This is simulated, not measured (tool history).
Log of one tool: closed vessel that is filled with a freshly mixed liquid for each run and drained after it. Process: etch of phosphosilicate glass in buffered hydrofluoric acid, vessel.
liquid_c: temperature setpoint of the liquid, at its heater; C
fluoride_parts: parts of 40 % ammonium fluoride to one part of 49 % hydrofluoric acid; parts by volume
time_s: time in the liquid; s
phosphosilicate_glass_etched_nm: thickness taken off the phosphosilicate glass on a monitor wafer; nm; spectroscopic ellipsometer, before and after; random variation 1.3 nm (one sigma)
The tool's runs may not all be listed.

| run | hour | liquid_c | fluoride_parts | time_s | phosphosilicate_glass_etched_nm |
|---|---|---|---|---|---|
| 1 | 0 | 25 | 19 | 90 | 409.06 |
| 2 | 1 | 28 | 19 | 90 | 476.39 |
| 3 | 5.4 | 26.5 | 19 | 90 | 440.9 |
| 4 | 9.2 | 26.5 | 19 | 95 | 464.29 |
| 5 | 14.5 | 25.5 | 19 | 95 | 438.82 |
|  | 16.8 | hydrofluoric acid flow meter replaced |
| 6 | 16.8 | 25.5 | 19 | 90 | 441.03 |

The next listed run, before its measurement:
| 7 | 18.4 | 24 | 19 | 90 | ? |

{"run 7": {"phosphosilicate_glass_etched_nm": 404.49}}
